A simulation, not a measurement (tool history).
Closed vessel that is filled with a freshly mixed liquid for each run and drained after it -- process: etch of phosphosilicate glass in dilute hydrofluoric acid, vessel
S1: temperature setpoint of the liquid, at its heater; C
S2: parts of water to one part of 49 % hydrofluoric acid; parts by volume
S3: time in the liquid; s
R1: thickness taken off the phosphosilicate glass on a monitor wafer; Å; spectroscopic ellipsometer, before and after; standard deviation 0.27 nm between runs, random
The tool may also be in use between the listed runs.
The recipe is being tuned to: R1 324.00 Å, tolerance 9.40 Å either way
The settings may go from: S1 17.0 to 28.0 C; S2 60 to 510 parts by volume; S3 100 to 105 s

run  hour    S1   S2   S3      R1
  1   0.0  20.0  285  100  273.29
  2   6.0  20.5  285  100  278.99
  3   7.9  21.0  285  100  286.13
  4  16.1  21.5  285  100  288.78
  5  18.2  22.0  285  100  298.56
  6  21.8  22.5  285  100  297.24
  7  30.7  23.0  285  100  304.41
  8  39.0  23.5  285  100  312.07

5 next moves are on the table. One of them brings every result within its allowed miss. Which?
  A  47.3  19.5  255  105   ?
  B  47.3  23.0  265  105   ?
  C  47.3  24.5  310  105   ?
  D  47.3  25.5  320  105   ?
  E  47.3  22.0  260  105   ?

move      R1
   A  321.98
   B  349.04
   C  300.95
   D  298.69
   E  344.79
A: every result within its allowed miss
B: pushes the last run's worst result past its target
C: its largest miss is bigger than the last run's
D: its largest miss is bigger than the last run's
E: pushes the last run's worst result past its target
Correct choice: A, which meets every target

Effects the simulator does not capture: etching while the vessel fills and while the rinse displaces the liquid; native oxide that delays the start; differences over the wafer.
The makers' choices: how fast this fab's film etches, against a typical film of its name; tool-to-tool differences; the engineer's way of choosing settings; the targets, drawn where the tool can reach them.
